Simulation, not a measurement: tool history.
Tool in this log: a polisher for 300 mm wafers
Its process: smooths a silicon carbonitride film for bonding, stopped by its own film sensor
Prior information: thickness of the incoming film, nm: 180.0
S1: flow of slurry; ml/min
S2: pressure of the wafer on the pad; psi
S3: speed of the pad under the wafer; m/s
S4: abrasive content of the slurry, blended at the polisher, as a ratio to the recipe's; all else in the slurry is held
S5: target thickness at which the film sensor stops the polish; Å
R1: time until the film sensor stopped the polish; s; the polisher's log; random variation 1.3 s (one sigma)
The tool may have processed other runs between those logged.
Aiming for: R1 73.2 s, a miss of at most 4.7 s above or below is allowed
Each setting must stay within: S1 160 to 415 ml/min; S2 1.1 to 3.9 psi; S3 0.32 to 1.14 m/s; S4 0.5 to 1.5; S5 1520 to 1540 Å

| run | hour | S1 | S2 | S3 | S4 | S5 | R1 |
|---|---|---|---|---|---|---|---|
| 1 | 0 | 265 | 2.5 | 0.72 | 1 | 1540 | 93.413 |
| 2 | 2.4 | 265 | 2.6 | 0.72 | 1 | 1540 | 90.121 |
| 3 | 6.7 | 265 | 2.6 | 0.58 | 1 | 1540 | 111.58 |
| 4 | 7.7 | 265 | 2.6 | 0.58 | 0.8 | 1540 | 116.81 |
| 5 | 12.1 | 265 | 2.6 | 0.5 | 0.8 | 1540 | 131.46 |
| 6 | 17.3 | 265 | 2.6 | 0.6 | 0.8 | 1540 | 115.64 |
| 7 | 18.8 | 265 | 2.9 | 0.62 | 0.8 | 1540 | 101.67 |
| 8 | 24.3 | 265 | 3.1 | 0.64 | 0.8 | 1540 | 92.403 |
| 9 | 33.3 | 265 | 3.2 | 0.64 | 0.8 | 1540 | 89.48 |

Exercise: of the 4 proposed moves below, exactly one satisfies all targets within the stated allowed misses. Which move is it?
| A | 42.3 | 320 | 3 | 0.56 | 0.95 | 1520 | ? |
| B | 42.3 | 250 | 3.3 | 0.8 | 0.75 | 1540 | ? |
| C | 42.3 | 280 | 3.3 | 0.48 | 1 | 1540 | ? |
| D | 42.3 | 235 | 2.7 | 0.54 | 0.65 | 1540 | ? |

| move | R1 |
|---|---|
| A | 107.97 |
| B | 76.129 |
| C | 102.43 |
| D | 134.26 |
A: the biggest miss grows against the last run
B: hits every target within its allowed miss
C: the biggest miss grows against the last run
D: the biggest miss grows against the last run
The move that meets every target is B.
